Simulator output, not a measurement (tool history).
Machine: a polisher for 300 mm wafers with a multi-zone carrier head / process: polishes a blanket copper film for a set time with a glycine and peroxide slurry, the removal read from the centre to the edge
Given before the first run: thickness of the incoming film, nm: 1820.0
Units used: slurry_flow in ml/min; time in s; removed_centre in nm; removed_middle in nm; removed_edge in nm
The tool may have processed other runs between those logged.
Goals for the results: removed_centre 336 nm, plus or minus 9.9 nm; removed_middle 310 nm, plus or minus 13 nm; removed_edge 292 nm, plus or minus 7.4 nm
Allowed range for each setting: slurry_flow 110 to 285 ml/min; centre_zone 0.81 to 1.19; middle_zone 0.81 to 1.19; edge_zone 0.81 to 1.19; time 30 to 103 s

run,day,slurry_flow,centre_zone,middle_zone,edge_zone,time,removed_centre,removed_middle,removed_edge
1,0,180,1,1,1,66,408.01,411.23,422
2,0.096,180,1.02,1,0.95,61,382.76,382.97,382.84
3,0.375,180,1.11,1,0.95,61,421.46,385.62,380.65
4,0.438,180,1.11,0.92,0.95,61,415.8,359.44,389.69
5,0.725,180,1.11,0.92,0.87,61,419.89,348.53,369.25
6,0.975,170,1.1,0.95,0.85,58,392.2,344.75,345.06
7,1.175,165,1.1,0.96,0.84,56,372.94,331.8,335.53
8,1.492,165,1.1,0.96,0.84,56,375.42,332.93,336.12
9,1.85,165,1.1,0.98,0.83,54,365.63,324.11,316.13
10,2.179,160,1.1,0.99,0.82,53,360.06,315.94,314.69
11,2.458,160,1.1,1.01,0.82,52,350.45,329.08,302.49
12,2.583,155,1.1,1.01,0.82,52,350.87,314.62,305.43
13,2.783,150,1.1,1.02,0.82,52,344.31,321.46,304.72

Exercise: of the 5 proposed moves below, exactly one satisfies all targets within the stated allowed misses. Which move is it?
A,2.983,180,1.12,1.05,0.87,48,?,?,?
B,2.983,225,1.03,0.96,0.95,50,?,?,?
C,2.983,135,1,1.05,0.83,54,?,?,?
D,2.983,135,1.05,0.98,0.87,56,?,?,?
E,2.983,145,1.09,0.97,0.93,53,?,?,?

move,removed_centre,removed_middle,removed_edge
A,334.59,316.77,291.16
B,328.63,313.25,320.47
C,323.57,345.09,313.84
D,352.29,337.47,332.02
E,349.5,319.23,325.04
A: hits every target within its allowed miss
B: its largest miss is bigger than the last run's
C: its largest miss is bigger than the last run's
D: its largest miss is bigger than the last run's
E: its largest miss is bigger than the last run's
Answer: A

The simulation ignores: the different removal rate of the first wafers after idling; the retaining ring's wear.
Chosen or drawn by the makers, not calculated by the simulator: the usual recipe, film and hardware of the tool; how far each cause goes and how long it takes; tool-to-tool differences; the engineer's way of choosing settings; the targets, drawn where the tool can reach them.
